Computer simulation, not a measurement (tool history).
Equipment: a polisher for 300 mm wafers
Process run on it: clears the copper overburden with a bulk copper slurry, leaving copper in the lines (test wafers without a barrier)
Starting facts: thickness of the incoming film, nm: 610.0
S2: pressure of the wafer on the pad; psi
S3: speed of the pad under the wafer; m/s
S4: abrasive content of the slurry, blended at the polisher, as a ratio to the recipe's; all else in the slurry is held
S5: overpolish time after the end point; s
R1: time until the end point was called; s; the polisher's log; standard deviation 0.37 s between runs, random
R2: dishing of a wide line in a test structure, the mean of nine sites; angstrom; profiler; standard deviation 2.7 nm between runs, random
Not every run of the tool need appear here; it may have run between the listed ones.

run 1 hour=0.0 | flow_of_slurry_(ml/min)=210 S2=2.5 S3=1.30 S4=1.0 S5=15 | R1=62.398 R2=861.60
run 2 hour=3.6 | flow_of_slurry_(ml/min)=165 S2=2.5 S3=1.30 S4=1.0 S5=15 | R1=63.998 R2=840.89
run 3 hour=12.5 | flow_of_slurry_(ml/min)=165 S2=2.8 S3=1.30 S4=1.0 S5=15 | R1=58.327 R2=943.63
run 4 hour=13.6 | flow_of_slurry_(ml/min)=165 S2=3.4 S3=1.30 S4=1.0 S5=15 | R1=48.058 R2=1116.00
run 5 hour=16.7 | flow_of_slurry_(ml/min)=170 S2=3.5 S3=1.32 S4=1.0 S5=16 | R1=45.926 R2=1147.40
run 6 hour=17.6 | flow_of_slurry_(ml/min)=170 S2=3.6 S3=1.34 S4=1.0 S5=17 | R1=43.843 R2=1274.50

Run 7 comes next. What will it give?
run 7 hour=18.8 | flow_of_slurry_(ml/min)=175 S2=3.7 S3=1.36 S4=1.0 S5=18 | R1=? R2=?

Logged for run 7: R1 42.158 s, R2 1371.80 angstrom.

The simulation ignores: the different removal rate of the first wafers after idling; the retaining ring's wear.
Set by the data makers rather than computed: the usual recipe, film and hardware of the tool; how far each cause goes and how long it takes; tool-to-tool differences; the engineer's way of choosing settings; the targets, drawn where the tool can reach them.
